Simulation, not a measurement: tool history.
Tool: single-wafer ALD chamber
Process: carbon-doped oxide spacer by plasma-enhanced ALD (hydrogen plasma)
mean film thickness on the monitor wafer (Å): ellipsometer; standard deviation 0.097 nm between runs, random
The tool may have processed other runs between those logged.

run    day  heater temperature setpoint (deg C)  number of ALD cycles (cycles)  mean film thickness on the monitor wafer (Å)
  1      0                                  400                            414                                        224.65
  2  0.262                                  410                            414                                         216.8
  3  0.538                                  406                            421                                        224.65
  4  0.621                                  397                            421                                        226.24
  5  0.862                                  397                            380                                        204.46
  6  1.075                                  397                            424                                        228.72
  7  1.221                                  396                            431                                        232.54
  8  1.562                                  396                            438                                        238.08
  9  1.742                                  395                            442                                        238.84
 10  1.996                                  395                            447                                         242.6

What does the tool deliver on the next run?
 11  2.1                                  395                            451                                             ?

mean film thickness on the monitor wafer (Å): 244.2

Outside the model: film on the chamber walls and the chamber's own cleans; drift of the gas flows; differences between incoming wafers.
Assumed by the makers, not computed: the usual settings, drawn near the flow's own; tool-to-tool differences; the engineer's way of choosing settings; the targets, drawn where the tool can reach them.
